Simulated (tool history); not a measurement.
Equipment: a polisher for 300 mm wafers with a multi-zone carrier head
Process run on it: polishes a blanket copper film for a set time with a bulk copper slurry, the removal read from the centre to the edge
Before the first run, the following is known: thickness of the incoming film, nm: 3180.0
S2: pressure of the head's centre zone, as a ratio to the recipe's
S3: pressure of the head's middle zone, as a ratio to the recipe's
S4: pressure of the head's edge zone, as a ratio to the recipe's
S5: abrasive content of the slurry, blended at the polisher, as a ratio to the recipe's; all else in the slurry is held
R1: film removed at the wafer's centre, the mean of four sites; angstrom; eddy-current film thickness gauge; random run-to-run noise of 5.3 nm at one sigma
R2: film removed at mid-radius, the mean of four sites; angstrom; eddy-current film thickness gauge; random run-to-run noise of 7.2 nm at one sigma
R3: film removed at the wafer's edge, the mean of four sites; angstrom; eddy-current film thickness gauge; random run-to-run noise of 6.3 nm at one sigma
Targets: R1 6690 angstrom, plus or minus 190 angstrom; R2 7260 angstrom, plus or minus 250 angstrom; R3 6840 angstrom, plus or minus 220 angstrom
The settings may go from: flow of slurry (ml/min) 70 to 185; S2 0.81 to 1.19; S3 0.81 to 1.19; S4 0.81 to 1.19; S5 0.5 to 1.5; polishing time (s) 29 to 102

run 1 hour=0 | flow_of_slurry_(ml/min)=120 S2=1 S3=1 S4=1 S5=1 polishing_time_(s)=65 | R1=4971 R2=4937.8 R3=4940.3
run 2 hour=4.6 | flow_of_slurry_(ml/min)=120 S2=1 S3=1 S4=1 S5=1 polishing_time_(s)=72 | R1=5471.9 R2=5470.2 R3=5509
run 3 hour=10.9 | flow_of_slurry_(ml/min)=120 S2=0.93 S3=1 S4=1 S5=1 polishing_time_(s)=72 | R1=5168.9 R2=5461.9 R3=5391.8
run 4 hour=11.5 | flow_of_slurry_(ml/min)=120 S2=0.93 S3=1.07 S4=1 S5=1 polishing_time_(s)=72 | R1=5244 R2=5635.6 R3=5506
run 5 hour=12.8 | flow_of_slurry_(ml/min)=120 S2=0.93 S3=1.07 S4=1 S5=1 polishing_time_(s)=84 | R1=6045.7 R2=6713.4 R3=6306.8
run 6 hour=17.5 | flow_of_slurry_(ml/min)=120 S2=0.93 S3=1.02 S4=1 S5=1 polishing_time_(s)=84 | R1=6063.3 R2=6388.1 R3=6285.7
run 7 hour=23.6 | flow_of_slurry_(ml/min)=125 S2=0.93 S3=1.03 S4=1.01 S5=1 polishing_time_(s)=84 | R1=6187.9 R2=6546.9 R3=6518.2
run 8 hour=26.9 | flow_of_slurry_(ml/min)=130 S2=0.93 S3=1.04 S4=1 S5=1 polishing_time_(s)=84 | R1=6194 R2=6701.3 R3=6402.6
run 9 hour=35.4 | flow_of_slurry_(ml/min)=135 S2=0.93 S3=1.04 S4=1.01 S5=1 polishing_time_(s)=84 | R1=6232.1 R2=6618.9 R3=6473.3

Of the 5 settings listed for the next run, only one would bring every result within its allowed miss of target. Which one?
run A hour=43.9 | flow_of_slurry_(ml/min)=140 S2=0.91 S3=1.03 S4=0.93 S5=1.1 polishing_time_(s)=89 | R1=? R2=? R3=?
run B hour=43.9 | flow_of_slurry_(ml/min)=135 S2=0.84 S3=1.01 S4=1.1 S5=0.8 polishing_time_(s)=85 | R1=? R2=? R3=?
run C hour=43.9 | flow_of_slurry_(ml/min)=145 S2=1.04 S3=1.05 S4=0.88 S5=1.05 polishing_time_(s)=82 | R1=? R2=? R3=?
run D hour=43.9 | flow_of_slurry_(ml/min)=155 S2=1.02 S3=1.12 S4=0.96 S5=1.05 polishing_time_(s)=81 | R1=? R2=? R3=?
run E hour=43.9 | flow_of_slurry_(ml/min)=150 S2=0.95 S3=1.04 S4=0.88 S5=1.25 polishing_time_(s)=81 | R1=? R2=? R3=?

move=A R1=6575.5 R2=7193.4 R3=6789.2
move=B R1=5518.7 R2=6353.1 R3=6628.4
move=C R1=6774.1 R2=6718.9 R3=6072.8
move=D R1=6669.8 R2=7093.5 R3=6291
move=E R1=6439.4 R2=6838.9 R3=6219.9
A: all results land within tolerance of their targets
B: its largest miss is bigger than the last run's
C: its largest miss is bigger than the last run's
D: brings the result that was furthest off to its target, and leaves another outside
E: its largest miss is bigger than the last run's
A is the move that brings every result within its allowed miss.
